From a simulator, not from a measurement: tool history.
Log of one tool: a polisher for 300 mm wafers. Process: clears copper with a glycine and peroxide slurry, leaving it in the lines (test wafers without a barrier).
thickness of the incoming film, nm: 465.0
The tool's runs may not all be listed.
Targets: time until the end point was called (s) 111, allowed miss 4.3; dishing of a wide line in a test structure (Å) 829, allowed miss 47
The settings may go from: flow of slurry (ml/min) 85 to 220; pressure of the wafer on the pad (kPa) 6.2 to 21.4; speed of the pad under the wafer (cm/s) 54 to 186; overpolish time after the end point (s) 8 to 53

run	hour	flow of slurry (ml/min)	pressure of the wafer on the pad (kPa)	speed of the pad under the wafer (cm/s)	overpolish time after the end point (s)	time until the end point was called (s)	dishing of a wide line in a test structure (Å)
1	0	140	13.8	118	27	91.717	725.28
2	7.5	165	13.8	118	27	89.791	719.57
3	10.2	145	13.8	118	27	91.547	727.86
4	17.7	145	15.2	118	27	85.286	746.18
5	19.1	145	14.5	118	28	88.182	783.92
6	27.7	145	14.5	118	20	90.03	607.27
7	30.2	145	13.8	118	22	91.279	619.64
8	32.1	145	13.8	118	24	91.354	655.97
9	34.3	145	13.8	118	25	89.461	671.53
10	39.9	145	13.8	116	27	93.83	730.87
11	44.5	145	13.8	116	28	92.648	726.33
12	52	145	13.8	116	29	92.135	758.09
13	57.8	145	13.8	116	29	91.089	749.39
14	63.3	145	13.1	116	30	94.283	759.95
15	71.4	145	13.1	116	31	94.266	772.34
16	73.2	145	13.1	116	32	96.16	809.45
# hour 75.7: worn pad replaced by a new one
17	75.7	140	11.7	114	34	96.256	813.01
18	81.7	140	11.7	112	35	96.573	804.8
19	86.6	140	11	110	36	101.72	803.64

4 next moves are on the table. One of them brings every result within its allowed miss. Which?
A	91.5	100	11	116	33	?	?
B	91.5	125	11	126	35	?	?
C	91.5	170	9	98	36	?	?
D	91.5	165	10.3	94	42	?	?

move	time until the end point was called (s)	dishing of a wide line in a test structure (Å)
A	108.93	752.56
B	98.544	830.91
C	119.4	746.57
D	111.88	868.87
A: brings the result that was furthest off to its target, and leaves another outside
B: further off than the last run
C: takes the result that was furthest off past its target
D: meets every target
The right move is D.
